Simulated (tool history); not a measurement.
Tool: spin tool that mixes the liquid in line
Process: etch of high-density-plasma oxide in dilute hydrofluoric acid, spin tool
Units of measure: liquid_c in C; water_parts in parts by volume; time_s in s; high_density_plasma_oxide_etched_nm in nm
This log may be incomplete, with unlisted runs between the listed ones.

| run | day | liquid_c | water_parts | time_s | high_density_plasma_oxide_etched_nm |
|---|---|---|---|---|---|
| 1 | 0 | 25 | 155 | 315 | 11.73 |
| 2 | 0.25 | 25 | 135 | 315 | 13.641 |
| 3 | 0.496 | 23 | 160 | 315 | 10.454 |
| 4 | 0.688 | 23 | 160 | 340 | 11.091 |
| 5 | 0.846 | 23 | 190 | 340 | 9.2562 |
| 6 | 0.958 | 25 | 190 | 340 | 9.9439 |
| 7 | 1.329 | 23 | 200 | 340 | 8.536 |
| 8 | 1.604 | 21.5 | 205 | 340 | 7.8963 |

Run 9 is up next; what results do you expect?
| 9 | 1.788 | 20.5 | 215 | 340 | ? |

{"run 9": {"high_density_plasma_oxide_etched_nm": 7.1272}}
